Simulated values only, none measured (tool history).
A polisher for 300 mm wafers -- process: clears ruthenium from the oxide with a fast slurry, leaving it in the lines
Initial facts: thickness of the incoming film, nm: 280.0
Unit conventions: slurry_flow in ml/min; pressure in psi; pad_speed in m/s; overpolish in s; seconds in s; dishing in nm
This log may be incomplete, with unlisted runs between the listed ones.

{"run": 1, "hour": 0.0, "slurry_flow": 290, "pressure": 2.8, "pad_speed": 1.06, "slurry_solids": 1, "overpolish": 27, "seconds": 63.85, "dishing": 80.967}
{"run": 2, "hour": 8.3, "slurry_flow": 290, "pressure": 2.8, "pad_speed": 1.06, "slurry_solids": 1.15, "overpolish": 27, "seconds": 61.606, "dishing": 85.869}
{"run": 3, "hour": 9.0, "slurry_flow": 290, "pressure": 2.8, "pad_speed": 1.06, "slurry_solids": 1.3, "overpolish": 27, "seconds": 56.467, "dishing": 88.23}
{"run": 4, "hour": 12.8, "slurry_flow": 290, "pressure": 2.8, "pad_speed": 1.06, "slurry_solids": 1.2, "overpolish": 27, "seconds": 59.075, "dishing": 87.244}
{"run": 5, "hour": 21.3, "slurry_flow": 290, "pressure": 2.6, "pad_speed": 1.06, "slurry_solids": 1.2, "overpolish": 25, "seconds": 63.26, "dishing": 79.099}
{"run": 6, "hour": 27.1, "slurry_flow": 290, "pressure": 2.4, "pad_speed": 1.04, "slurry_solids": 1.2, "overpolish": 23, "seconds": 69.248, "dishing": 67.995}
{"run": 7, "hour": 34.3, "slurry_flow": 290, "pressure": 2.2, "pad_speed": 1.04, "slurry_solids": 1.2, "overpolish": 22, "seconds": 75.52, "dishing": 60.554}
{"run": 8, "hour": 35.0, "slurry_flow": 290, "pressure": 2.1, "pad_speed": 1.04, "slurry_solids": 1.2, "overpolish": 21, "seconds": 77.673, "dishing": 55.38}

What does the tool deliver on the next run?
{"run": 9, "hour": 37.1, "slurry_flow": 290, "pressure": 2, "pad_speed": 1.04, "slurry_solids": 1.2, "overpolish": 21, "seconds": "?", "dishing": "?"}

Run 9 produced seconds 81.451 s, dishing 54.219 nm.

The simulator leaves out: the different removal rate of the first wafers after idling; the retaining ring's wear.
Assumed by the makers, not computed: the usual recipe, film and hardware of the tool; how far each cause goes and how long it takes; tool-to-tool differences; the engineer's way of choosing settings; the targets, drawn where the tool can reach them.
